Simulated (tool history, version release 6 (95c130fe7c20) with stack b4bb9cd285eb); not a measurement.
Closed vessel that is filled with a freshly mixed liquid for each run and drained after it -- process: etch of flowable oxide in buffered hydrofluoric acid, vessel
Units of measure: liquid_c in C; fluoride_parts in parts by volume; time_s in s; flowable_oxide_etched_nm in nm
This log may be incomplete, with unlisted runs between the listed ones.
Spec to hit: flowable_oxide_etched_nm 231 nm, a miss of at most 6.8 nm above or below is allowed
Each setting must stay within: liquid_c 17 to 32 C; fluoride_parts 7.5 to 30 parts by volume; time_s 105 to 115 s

Run 1, hour 0: liquid_c 24 C, fluoride_parts 20.5 parts by volume, time_s 105 s. Result: flowable_oxide_etched_nm 113.92 nm.
Run 2, hour 5.6: liquid_c 26.5 C, fluoride_parts 18 parts by volume, time_s 105 s. Result: flowable_oxide_etched_nm 147.39 nm.
Run 3, hour 7.6: liquid_c 25 C, fluoride_parts 18 parts by volume, time_s 105 s. Result: flowable_oxide_etched_nm 135.84 nm.
Run 4, hour 14.8: liquid_c 25 C, fluoride_parts 14 parts by volume, time_s 105 s. Result: flowable_oxide_etched_nm 174.47 nm.
Run 5, hour 20.8: liquid_c 25 C, fluoride_parts 14 parts by volume, time_s 105 s. Result: flowable_oxide_etched_nm 176.85 nm.
Run 6, hour 29: liquid_c 27 C, fluoride_parts 14 parts by volume, time_s 105 s. Result: flowable_oxide_etched_nm 194.85 nm.
Run 7, hour 30.5: liquid_c 28 C, fluoride_parts 14 parts by volume, time_s 105 s. Result: flowable_oxide_etched_nm 205.54 nm.
Run 8, hour 31.3: liquid_c 28.5 C, fluoride_parts 14 parts by volume, time_s 105 s. Result: flowable_oxide_etched_nm 211.53 nm.
Run 9, hour 38.6: liquid_c 29 C, fluoride_parts 14 parts by volume, time_s 105 s. Result: flowable_oxide_etched_nm 216.48 nm.
Run 10, hour 40.7: liquid_c 29.5 C, fluoride_parts 14 parts by volume, time_s 105 s. Result: flowable_oxide_etched_nm 223.51 nm.

Which of these 4 next moves meets every target?
Run A, hour 42.8: liquid_c 28.5 C, fluoride_parts 14.5 parts by volume, time_s 110 s. Result: flowable_oxide_etched_nm ?.
Run B, hour 42.8: liquid_c 29 C, fluoride_parts 13 parts by volume, time_s 105 s. Result: flowable_oxide_etched_nm ?.
Run C, hour 42.8: liquid_c 30.5 C, fluoride_parts 14 parts by volume, time_s 110 s. Result: flowable_oxide_etched_nm ?.
Run D, hour 42.8: liquid_c 31.5 C, fluoride_parts 16 parts by volume, time_s 105 s. Result: flowable_oxide_etched_nm ?.

move  flowable_oxide_etched_nm
   A                    213.17
   B                    232.52
   C                    245.16
   D                    216.34
A: further off than the last run
B: all results land within tolerance of their targets
C: moves the result that the last run missed by most past its target, out the other side
D: further off than the last run
Correct choice: B, which meets every target

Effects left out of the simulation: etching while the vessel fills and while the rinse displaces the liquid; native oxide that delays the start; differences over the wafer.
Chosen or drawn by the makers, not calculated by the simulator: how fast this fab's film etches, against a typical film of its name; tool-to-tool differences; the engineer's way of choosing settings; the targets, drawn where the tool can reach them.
